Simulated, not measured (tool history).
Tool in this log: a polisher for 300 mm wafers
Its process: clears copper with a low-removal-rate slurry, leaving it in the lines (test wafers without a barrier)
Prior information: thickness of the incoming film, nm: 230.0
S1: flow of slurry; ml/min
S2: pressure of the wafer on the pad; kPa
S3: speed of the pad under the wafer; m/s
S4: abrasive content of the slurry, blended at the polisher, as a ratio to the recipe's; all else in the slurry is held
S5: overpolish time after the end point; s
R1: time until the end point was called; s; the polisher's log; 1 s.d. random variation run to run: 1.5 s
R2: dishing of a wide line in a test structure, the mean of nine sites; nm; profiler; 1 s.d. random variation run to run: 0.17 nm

| run | day | S1 | S2 | S3 | S4 | S5 | R1 | R2 |
|---|---|---|---|---|---|---|---|---|
| 1 | 0 | 230 | 16.5 | 1.08 | 1 | 9 | 99.407 | 14.387 |
| 2 | 0.242 | 230 | 16.5 | 0.98 | 1 | 9 | 108.73 | 13.423 |
| 3 | 0.429 | 230 | 16.5 | 0.98 | 1 | 5 | 108.98 | 7.7987 |
| 4 | 0.475 | 230 | 17.2 | 0.98 | 1 | 5 | 101.14 | 8.1407 |
| 5 | 0.762 | 230 | 17.2 | 0.98 | 1 | 3 | 105.84 | 4.8379 |
| 6 | 0.925 | 230 | 17.2 | 1.1 | 1 | 3 | 95.824 | 5.4871 |
| 7 | 1.179 | 220 | 19.3 | 1.18 | 0.95 | 7 | 80.66 | 13.847 |

Run 8, settings as shown, results not yet in. Your forecast:
| 8 | 1.325 | 225 | 19.3 | 1.18 | 0.95 | 7 | ? | ? |

Run 8 measured R1 79.504 s, R2 13.83 nm.
